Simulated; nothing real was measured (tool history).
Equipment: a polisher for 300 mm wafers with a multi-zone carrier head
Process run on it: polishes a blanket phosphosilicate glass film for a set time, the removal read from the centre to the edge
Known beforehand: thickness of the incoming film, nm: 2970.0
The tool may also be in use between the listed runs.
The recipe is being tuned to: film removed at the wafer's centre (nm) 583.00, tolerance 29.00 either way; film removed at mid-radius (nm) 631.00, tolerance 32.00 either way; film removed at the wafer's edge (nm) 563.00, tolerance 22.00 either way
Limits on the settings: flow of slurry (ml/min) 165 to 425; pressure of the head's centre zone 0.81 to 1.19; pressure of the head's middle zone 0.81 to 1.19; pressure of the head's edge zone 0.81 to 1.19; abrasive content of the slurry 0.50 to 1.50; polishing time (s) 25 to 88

| run | hour | flow of slurry (ml/min) | pressure of the head's centre zone | pressure of the head's middle zone | pressure of the head's edge zone | abrasive content of the slurry | polishing time (s) | film removed at the wafer's centre (nm) | film removed at mid-radius (nm) | film removed at the wafer's edge (nm) |
|---|---|---|---|---|---|---|---|---|---|---|
| 1 | 0.0 | 275 | 1.00 | 1.00 | 1.00 | 1.00 | 56 | 686.03 | 665.16 | 671.67 |
| 2 | 4.1 | 275 | 0.98 | 1.02 | 0.96 | 0.95 | 56 | 635.51 | 660.84 | 652.71 |
| 3 | 5.8 | 275 | 0.98 | 0.95 | 0.96 | 0.95 | 56 | 626.96 | 627.59 | 635.47 |
| 4 | 6.4 | 225 | 0.98 | 0.95 | 0.96 | 0.95 | 56 | 619.15 | 613.17 | 625.41 |
| 5 | 9.1 | 225 | 0.98 | 0.95 | 0.96 | 1.10 | 56 | 670.88 | 664.01 | 678.05 |
| 6 | 11.0 | 225 | 0.98 | 1.02 | 0.96 | 1.10 | 56 | 682.53 | 705.91 | 682.22 |
| 7 | 18.8 | 220 | 0.99 | 1.03 | 0.92 | 1.05 | 56 | 654.78 | 688.03 | 649.02 |
| 8 | 27.4 | 215 | 1.00 | 1.03 | 0.89 | 1.00 | 56 | 632.47 | 670.98 | 625.37 |
| 9 | 30.9 | 215 | 1.01 | 1.03 | 0.87 | 0.95 | 56 | 647.08 | 647.76 | 593.01 |
| 10 | 38.6 | 215 | 1.01 | 1.03 | 0.87 | 0.95 | 56 | 652.01 | 647.08 | 586.81 |
| 11 | 44.9 | 215 | 0.99 | 1.03 | 0.86 | 0.95 | 56 | 639.56 | 656.82 | 593.23 |
| 12 | 48.5 | 210 | 0.95 | 1.04 | 0.84 | 0.80 | 56 | 568.42 | 593.20 | 530.71 |

5 next moves are on the table. One of them brings every result within its allowed miss. Which?
| A | 52.1 | 180 | 0.93 | 0.86 | 0.88 | 0.80 | 59 | ? | ? | ? |
| B | 52.1 | 185 | 0.98 | 0.90 | 0.86 | 0.85 | 57 | ? | ? | ? |
| C | 52.1 | 190 | 0.97 | 1.07 | 0.86 | 0.85 | 57 | ? | ? | ? |
| D | 52.1 | 165 | 1.04 | 1.08 | 0.90 | 0.55 | 63 | ? | ? | ? |
| E | 52.1 | 180 | 1.06 | 1.05 | 0.81 | 0.75 | 57 | ? | ? | ? |

| move | film removed at the wafer's centre (nm) | film removed at mid-radius (nm) | film removed at the wafer's edge (nm) |
|---|---|---|---|
| A | 553.82 | 525.35 | 577.02 |
| B | 584.86 | 545.93 | 570.89 |
| C | 581.50 | 633.44 | 570.87 |
| D | 522.38 | 535.50 | 491.03 |
| E | 589.78 | 578.43 | 517.07 |
A: puts the biggest miss on target and leaves a different result outside tolerance
B: puts the biggest miss on target and leaves a different result outside tolerance
C: each result inside its tolerance
D: the biggest miss grows against the last run
E: the biggest miss grows against the last run
Correct choice: C, which meets every target
